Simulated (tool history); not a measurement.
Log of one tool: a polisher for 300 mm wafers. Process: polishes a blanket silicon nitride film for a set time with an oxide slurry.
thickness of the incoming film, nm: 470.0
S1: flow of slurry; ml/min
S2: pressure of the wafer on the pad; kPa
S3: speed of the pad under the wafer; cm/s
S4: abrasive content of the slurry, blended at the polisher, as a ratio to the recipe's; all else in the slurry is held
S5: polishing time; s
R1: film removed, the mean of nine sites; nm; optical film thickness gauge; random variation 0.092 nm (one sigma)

run    day   S1    S2   S3    S4  S5       R1
  1  0.000  135  24.1  122  1.00  35  23.6290
  2  0.054  130  20.7  112  1.00  35  18.8280
  3  0.392  125  18.6  104  1.00  35  16.1480
  4  0.667  120  16.5  100  1.00  35  13.5530
  5  0.696  120  16.5  100  1.05  35  14.1980
  6  0.908  115  15.2   98  1.05  35  12.8130
  7  1.208  110  14.5   98  1.05  35  11.9260
  8  1.333  105  13.8   98  1.05  35  11.6490
  9  1.521  100  11.0   86  1.05  35   8.1688
 10  1.746  110  11.0   86  1.05  35   8.2815
 11  1.775  110  11.7   86  1.05  35   8.8875
 12  2.146  115  11.7   86  1.05  35   8.9115
 13  2.225  115  11.7   86  1.05  35   9.0301

Forecast run 14:
 14  2.317  120  11.7  86  1.05  35   ?

Run 14 gave R1 8.9335 nm.
